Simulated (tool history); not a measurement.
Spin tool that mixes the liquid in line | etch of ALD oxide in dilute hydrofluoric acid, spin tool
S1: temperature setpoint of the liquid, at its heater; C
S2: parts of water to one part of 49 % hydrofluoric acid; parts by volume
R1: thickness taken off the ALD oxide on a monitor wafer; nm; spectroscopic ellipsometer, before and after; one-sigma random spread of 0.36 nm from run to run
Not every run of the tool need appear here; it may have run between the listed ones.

{"run": 1, "hour": 0.0, "S1": 21, "S2": 115, "time under the liquid (s)": 260, "R1": 24.051}
{"run": 2, "hour": 5.2, "S1": 22, "S2": 110, "time under the liquid (s)": 260, "R1": 26.731}
{"run": 3, "hour": 11.9, "S1": 19, "S2": 110, "time under the liquid (s)": 260, "R1": 23.177}
{"run": 4, "hour": 14.3, "S1": 20, "S2": 105, "time under the liquid (s)": 260, "R1": 25.749}
{"run": 5, "hour": 16.7, "S1": 20, "S2": 105, "time under the liquid (s)": 260, "R1": 25.767}
{"run": 6, "hour": 18.6, "S1": 21, "S2": 100, "time under the liquid (s)": 260, "R1": 28.069}

Run 7, settings as shown, results not yet in. Your forecast:
{"run": 7, "hour": 27.0, "S1": 22, "S2": 95, "time under the liquid (s)": 260, "R1": "?"}

R1: 30.678 nm

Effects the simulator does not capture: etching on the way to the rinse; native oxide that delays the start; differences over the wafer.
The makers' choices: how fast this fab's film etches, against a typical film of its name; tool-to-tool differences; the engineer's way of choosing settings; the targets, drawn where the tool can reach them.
